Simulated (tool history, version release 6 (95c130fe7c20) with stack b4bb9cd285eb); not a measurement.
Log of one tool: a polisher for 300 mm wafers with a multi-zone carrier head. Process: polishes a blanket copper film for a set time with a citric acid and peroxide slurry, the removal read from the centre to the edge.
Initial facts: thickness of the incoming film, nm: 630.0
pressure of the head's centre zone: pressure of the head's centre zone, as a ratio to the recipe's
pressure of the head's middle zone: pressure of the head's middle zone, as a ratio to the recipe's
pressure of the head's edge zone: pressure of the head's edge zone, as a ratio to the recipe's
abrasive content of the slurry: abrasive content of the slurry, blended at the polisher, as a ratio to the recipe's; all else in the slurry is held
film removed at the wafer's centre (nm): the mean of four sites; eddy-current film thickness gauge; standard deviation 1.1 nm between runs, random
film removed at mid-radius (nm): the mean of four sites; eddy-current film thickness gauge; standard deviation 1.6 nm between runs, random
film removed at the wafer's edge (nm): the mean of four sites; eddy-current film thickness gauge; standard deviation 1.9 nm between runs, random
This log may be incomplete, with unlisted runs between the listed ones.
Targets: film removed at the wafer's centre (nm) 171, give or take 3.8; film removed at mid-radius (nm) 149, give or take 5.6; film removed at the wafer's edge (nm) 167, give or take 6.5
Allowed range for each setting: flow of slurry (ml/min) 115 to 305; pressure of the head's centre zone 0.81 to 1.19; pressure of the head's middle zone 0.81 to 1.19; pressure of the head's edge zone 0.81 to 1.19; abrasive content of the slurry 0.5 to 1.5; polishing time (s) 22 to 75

run,hour,flow of slurry (ml/min),pressure of the head's centre zone,pressure of the head's middle zone,pressure of the head's edge zone,abrasive content of the slurry,polishing time (s),film removed at the wafer's centre (nm),film removed at mid-radius (nm),film removed at the wafer's edge (nm)
1,0,195,1,1,1,1,48,131.52,134.23,130.05
2,5.2,145,1,1,1,1,48,123.6,126.23,123.48
3,13,170,1.02,0.99,1.04,1.05,48,132.44,131.32,129.3
4,14.7,170,1.02,0.99,1.04,1.05,42,116.45,114.56,116.13
5,23.2,150,1.02,0.99,1.04,1.05,42,113.25,113.29,113.47
6,24.3,150,1.02,0.94,1.04,1.05,42,112.61,108.38,112.98
7,27.3,175,1.03,0.93,1.07,1.15,43,122.36,112.31,124.28
8,29.5,195,1.05,0.95,1.09,1.2,43,128.21,118.57,126.52

Next run, 4 choices. One meets every target within its allowed miss, the rest don't. Which?
A,31.7,245,0.99,0.87,1.07,1.25,55,?,?,?
B,31.7,150,1.08,0.91,1.09,1.45,56,?,?,?
C,31.7,220,1.01,0.89,1.09,1.25,55,?,?,?
D,31.7,195,1.11,0.88,1.11,1.25,51,?,?,?

move,film removed at the wafer's centre (nm),film removed at mid-radius (nm),film removed at the wafer's edge (nm)
A,162.22,151.87,167.52
B,169.73,152.25,167.14
C,162.94,152.43,167.21
D,162.8,137.46,154.37
A: closer than the last run, but not yet in spec
B: meets every target
C: closer than the last run, but not yet in spec
D: closer than the last run, but not yet in spec
B meets every target.
